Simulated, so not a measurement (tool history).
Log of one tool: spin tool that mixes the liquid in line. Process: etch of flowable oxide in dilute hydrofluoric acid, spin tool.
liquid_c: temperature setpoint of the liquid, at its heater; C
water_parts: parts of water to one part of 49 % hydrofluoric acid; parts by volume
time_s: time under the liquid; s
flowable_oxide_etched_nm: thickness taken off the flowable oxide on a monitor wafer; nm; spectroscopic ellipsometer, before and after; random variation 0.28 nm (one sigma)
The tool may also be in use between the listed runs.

Run 1, hour 0.0: liquid_c 23.0 C, water_parts 55 parts by volume, time_s 15 s. Result: flowable_oxide_etched_nm 19.709 nm.
Run 2, hour 3.5: liquid_c 23.0 C, water_parts 50 parts by volume, time_s 15 s. Result: flowable_oxide_etched_nm 21.613 nm.
Run 3, hour 8.6: liquid_c 23.0 C, water_parts 65 parts by volume, time_s 15 s. Result: flowable_oxide_etched_nm 16.155 nm.
Run 4, hour 9.2: liquid_c 21.5 C, water_parts 65 parts by volume, time_s 15 s. Result: flowable_oxide_etched_nm 15.350 nm.
Run 5, hour 10.0: liquid_c 21.5 C, water_parts 80 parts by volume, time_s 15 s. Result: flowable_oxide_etched_nm 12.290 nm.
Run 6, hour 18.3: liquid_c 25.0 C, water_parts 80 parts by volume, time_s 15 s. Result: flowable_oxide_etched_nm 13.778 nm.

The next listed run, before its measurement:
Run 7, hour 23.1: liquid_c 29.0 C, water_parts 55 parts by volume, time_s 15 s. Result: flowable_oxide_etched_nm ?.

flowable_oxide_etched_nm: 25.084 nm
